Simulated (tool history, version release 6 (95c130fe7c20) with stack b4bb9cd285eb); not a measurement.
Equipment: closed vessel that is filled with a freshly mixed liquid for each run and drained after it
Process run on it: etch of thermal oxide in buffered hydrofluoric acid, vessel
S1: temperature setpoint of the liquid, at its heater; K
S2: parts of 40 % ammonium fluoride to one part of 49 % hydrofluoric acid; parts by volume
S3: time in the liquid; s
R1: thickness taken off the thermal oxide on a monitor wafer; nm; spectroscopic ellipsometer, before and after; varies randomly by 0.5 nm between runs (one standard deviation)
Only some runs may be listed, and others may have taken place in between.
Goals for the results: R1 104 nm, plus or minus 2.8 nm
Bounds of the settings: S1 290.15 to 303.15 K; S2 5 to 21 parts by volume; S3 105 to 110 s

run,hour,S1,S2,S3,R1
1,0,295.15,13,105,74.793
2,1.6,292.15,13,105,63.248
3,5.2,294.65,13,105,73.244
4,12.2,296.15,13,105,78.742
5,12.9,297.65,13,105,85.394
6,16,298.65,13,105,90.381
7,17.2,299.15,13,105,92.254
8,21.5,299.65,13,105,96.444
9,23.5,300.15,13,105,97.966

4 next moves are on the table. One of them brings every result within its allowed miss. Which?
A,25.5,301.15,15,110,?
B,25.5,294.15,8,105,?
C,25.5,298.65,12.5,105,?
D,25.5,302.15,13.5,105,?

move,R1
A,94.127
B,110.81
C,93.939
D,105.05
A: the biggest miss grows against the last run
B: takes the result that was furthest off past its target
C: the biggest miss grows against the last run
D: all results land within tolerance of their targets
The right move is D.
